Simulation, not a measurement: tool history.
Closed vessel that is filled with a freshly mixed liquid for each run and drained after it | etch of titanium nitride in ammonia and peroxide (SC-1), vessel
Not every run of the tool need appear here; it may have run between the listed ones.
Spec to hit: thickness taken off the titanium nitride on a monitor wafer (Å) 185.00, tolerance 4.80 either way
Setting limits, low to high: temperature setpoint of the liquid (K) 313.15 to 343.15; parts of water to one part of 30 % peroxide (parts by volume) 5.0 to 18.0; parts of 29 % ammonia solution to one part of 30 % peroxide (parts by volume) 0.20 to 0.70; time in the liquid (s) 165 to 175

run    day  temperature setpoint of the liquid (K)  parts of water to one part of 30 % peroxide (parts by volume)  parts of 29 % ammonia solution to one part of 30 % peroxide (parts by volume)  time in the liquid (s)  thickness taken off the titanium nitride on a monitor wafer (Å)
  1  0.000                                  329.15                                                           10.0                                                                           0.40                     165                                                           100.47
  2  0.125                                  329.15                                                           10.0                                                                           0.40                     175                                                           106.71
  3  0.279                                  329.15                                                           10.0                                                                           0.50                     175                                                           111.01
  4  0.567                                  329.15                                                           10.0                                                                           0.65                     175                                                           116.17
  5  0.638                                  329.15                                                            7.5                                                                           0.65                     175                                                           135.00
  6  1.004                                  330.65                                                            7.5                                                                           0.65                     175                                                           148.11
  7  1.254                                  331.65                                                            7.5                                                                           0.65                     175                                                           158.23
  8  1.508                                  332.15                                                            7.5                                                                           0.65                     175                                                           163.99
  9  1.712                                  332.65                                                            7.5                                                                           0.65                     175                                                           168.07
 10  2.004                                  333.15                                                            7.5                                                                           0.65                     175                                                           173.92

Which one of the following 5 next-run settings gets every result inside its allowed miss? There is exactly one.
  A  2.296                                  334.15                                                            8.0                                                                           0.45                     175                                                                ?
  B  2.296                                  333.15                                                            7.5                                                                           0.65                     165                                                                ?
  C  2.296                                  338.15                                                           13.0                                                                           0.45                     175                                                                ?
  D  2.296                                  337.65                                                           13.5                                                                           0.55                     175                                                                ?
  E  2.296                                  334.65                                                            7.0                                                                           0.60                     165                                                                ?

move  thickness taken off the titanium nitride on a monitor wafer (Å)
   A                                                           171.60
   B                                                           166.31
   C                                                           172.08
   D                                                           169.32
   E                                                           187.34
A: misses by more than the last run did
B: misses by more than the last run did
C: misses by more than the last run did
D: misses by more than the last run did
E: each result inside its tolerance
E meets every target.
